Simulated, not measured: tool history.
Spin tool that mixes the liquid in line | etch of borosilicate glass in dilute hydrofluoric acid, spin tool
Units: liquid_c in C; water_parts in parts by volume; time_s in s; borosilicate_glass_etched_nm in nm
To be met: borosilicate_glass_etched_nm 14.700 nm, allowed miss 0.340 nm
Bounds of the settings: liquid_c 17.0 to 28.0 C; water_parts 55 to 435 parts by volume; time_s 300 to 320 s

run	hour	liquid_c	water_parts	time_s	borosilicate_glass_etched_nm
1	0.0	20.0	245	300	21.678
2	1.8	20.0	245	320	23.084
3	9.2	20.0	245	300	21.624
4	12.9	20.0	180	300	31.508
5	15.1	19.5	195	300	28.058
6	22.6	19.5	110	300	54.616
7	30.9	19.0	135	300	42.524
8	35.8	17.0	230	300	20.672
9	36.3	17.0	235	300	20.222
10	41.4	17.0	240	300	19.741
11	42.6	17.0	245	300	19.180
12	46.1	17.0	310	300	14.297

4 next moves are on the table. One of them brings every result within its allowed miss. Which?
A	49.6	18.5	315	300	?
B	49.6	17.0	315	300	?
C	49.6	19.5	315	300	?
D	49.6	18.0	330	300	?

move	borosilicate_glass_etched_nm
A	14.775
B	13.987
C	15.317
D	13.661
A: meets every target
B: further off than the last run
C: takes the result that was furthest off past its target
D: further off than the last run
Answer: A
